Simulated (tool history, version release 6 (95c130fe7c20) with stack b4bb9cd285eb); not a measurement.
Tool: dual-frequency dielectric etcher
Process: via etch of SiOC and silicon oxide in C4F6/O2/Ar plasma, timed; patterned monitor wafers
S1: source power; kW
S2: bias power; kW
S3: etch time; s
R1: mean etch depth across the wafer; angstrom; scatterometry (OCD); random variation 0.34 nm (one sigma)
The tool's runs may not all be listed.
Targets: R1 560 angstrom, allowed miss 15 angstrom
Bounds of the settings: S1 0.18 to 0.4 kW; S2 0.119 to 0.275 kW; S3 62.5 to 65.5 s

run	day	S1	S2	S3	R1
1	0	0.29	0.197	62.5	626.26
2	0.162	0.28	0.195	62.5	611.83
3	0.425	0.25	0.195	62.5	593.76
4	0.592	0.25	0.195	62.5	593.72
5	0.767	0.23	0.195	62.5	578.21
6	0.792	0.23	0.224	62.5	619.71
7	1.025	0.23	0.224	62.5	627.05
8	1.242	0.23	0.221	62.5	624.11
9	1.571	0.23	0.218	62.5	616.37
10	1.675	0.23	0.216	62.5	610.14
11	1.921	0.23	0.214	62.5	609.23
12	1.954	0.23	0.212	62.5	608.62
13	2.2	0.23	0.21	62.5	600.35
14	2.396	0.23	0.209	62.5	605.06
15	2.708	0.23	0.207	62.5	593.19
16	2.883	0.23	0.206	62.5	598.66
17	3.1	0.18	0.193	62.5	538.78

5 next moves are on the table. One of them brings every result within its allowed miss. Which?
A	3.317	0.18	0.203	65.5	?
B	3.317	0.18	0.174	62.5	?
C	3.317	0.18	0.175	63	?
D	3.317	0.18	0.228	62.5	?
E	3.317	0.18	0.198	63.5	?

move	R1
A	583.76
B	512.22
C	517.97
D	591.97
E	558.46
A: takes the result that was furthest off past its target
B: further off than the last run
C: further off than the last run
D: takes the result that was furthest off past its target
E: meets every target
Answer: E

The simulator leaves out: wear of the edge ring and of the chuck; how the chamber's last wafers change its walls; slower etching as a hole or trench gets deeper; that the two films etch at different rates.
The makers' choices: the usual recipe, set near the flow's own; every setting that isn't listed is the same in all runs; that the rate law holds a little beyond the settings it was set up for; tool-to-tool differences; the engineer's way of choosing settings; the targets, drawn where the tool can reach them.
